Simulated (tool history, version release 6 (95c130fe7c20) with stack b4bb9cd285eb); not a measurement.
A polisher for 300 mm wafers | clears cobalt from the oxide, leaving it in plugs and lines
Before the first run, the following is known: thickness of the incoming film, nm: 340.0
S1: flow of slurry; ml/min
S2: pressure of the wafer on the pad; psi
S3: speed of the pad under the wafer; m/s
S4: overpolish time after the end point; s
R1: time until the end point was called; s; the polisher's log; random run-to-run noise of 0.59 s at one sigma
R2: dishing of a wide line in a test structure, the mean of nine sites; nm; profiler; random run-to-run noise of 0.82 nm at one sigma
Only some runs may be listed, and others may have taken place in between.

run	day	S1	S2	S3	S4	R1	R2
1	0.000	220	2.3	1.06	9	53.021	36.325
2	0.088	220	2.2	1.06	10	55.464	38.176
3	0.329	220	2.6	1.06	10	47.104	41.147
4	0.588	220	2.5	1.06	11	49.884	41.714
5	0.754	220	2.4	1.06	12	51.078	43.743
6	0.992	220	2.3	1.06	13	51.869	44.642
# day 1.092: slurry nozzle cleaned
7	1.092	220	2.2	1.06	14	50.784	46.680
8	1.446	220	2.1	1.06	14	52.954	45.923

What will run 9 give?
9	1.496	220	2.0	1.06	14	?	?

R1: 53.184 s
R2: 45.826 nm

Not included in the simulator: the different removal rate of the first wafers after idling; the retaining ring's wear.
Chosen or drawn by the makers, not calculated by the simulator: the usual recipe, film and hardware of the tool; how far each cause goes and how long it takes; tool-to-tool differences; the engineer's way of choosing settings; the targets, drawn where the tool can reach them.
